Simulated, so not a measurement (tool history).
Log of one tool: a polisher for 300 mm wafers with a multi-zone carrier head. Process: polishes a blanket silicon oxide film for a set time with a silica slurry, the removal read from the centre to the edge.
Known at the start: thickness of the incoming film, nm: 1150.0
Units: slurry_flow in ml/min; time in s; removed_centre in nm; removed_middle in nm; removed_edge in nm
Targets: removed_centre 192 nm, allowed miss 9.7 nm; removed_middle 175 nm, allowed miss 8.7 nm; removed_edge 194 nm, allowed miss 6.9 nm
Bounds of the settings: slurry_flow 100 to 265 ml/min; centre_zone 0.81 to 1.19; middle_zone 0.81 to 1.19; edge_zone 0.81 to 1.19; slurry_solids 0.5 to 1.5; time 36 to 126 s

run    day  slurry_flow  centre_zone  middle_zone  edge_zone  slurry_solids  time  removed_centre  removed_middle  removed_edge
  1      0          170            1            1          1              1    81          213.22          223.85        224.79
  2   0.35          170         1.08            1          1              1    81          233.99          220.14        228.93
  3   0.45          165         1.07         0.99       0.99              1    81          219.09             217        223.21
  4  0.562          165         1.07         0.99       0.99              1    63          177.98          169.19        173.09
  5  0.675          170         1.07         0.99          1              1    63           177.5          167.97        178.01
  6  0.971          170         1.01         0.99          1              1    63           162.3          165.45        175.04
  7  1.112          175         1.02         0.99       1.01              1    63           167.1           171.5        173.79
  8   1.45          175         1.03         0.98       1.02              1    63          169.93          169.82        180.62
  9  1.704          215         1.11         0.97       1.04              1    63           188.6          173.36        186.91
 10  1.838          220         1.11         0.97       1.06              1    63          187.79          167.24        186.78

5 next moves are on the table. One of them brings every result within its allowed miss. Which?
  A  1.971          220         1.14         0.88       1.19              1    59               ?               ?             ?
  B  1.971          225         0.96         0.84       1.19           0.95    67               ?               ?             ?
  C  1.971          220         1.15         0.84       1.17            1.1    59               ?               ?             ?
  D  1.971          220         1.13            1       1.16              1    62               ?               ?             ?
  E  1.971          175         0.97         0.95       1.07            0.8    76               ?               ?             ?

move  removed_centre  removed_middle  removed_edge
   A          183.57          150.12        188.53
   B          171.21          160.36           209
   C          194.13          151.49        195.99
   D          191.37          175.56        195.09
   E          170.34           175.5        196.91
A: brings the result that was furthest off to its target, and leaves another outside
B: takes the result that was furthest off past its target
C: brings the result that was furthest off to its target, and leaves another outside
D: meets every target
E: brings the result that was furthest off to its target, and leaves another outside
Answer: D
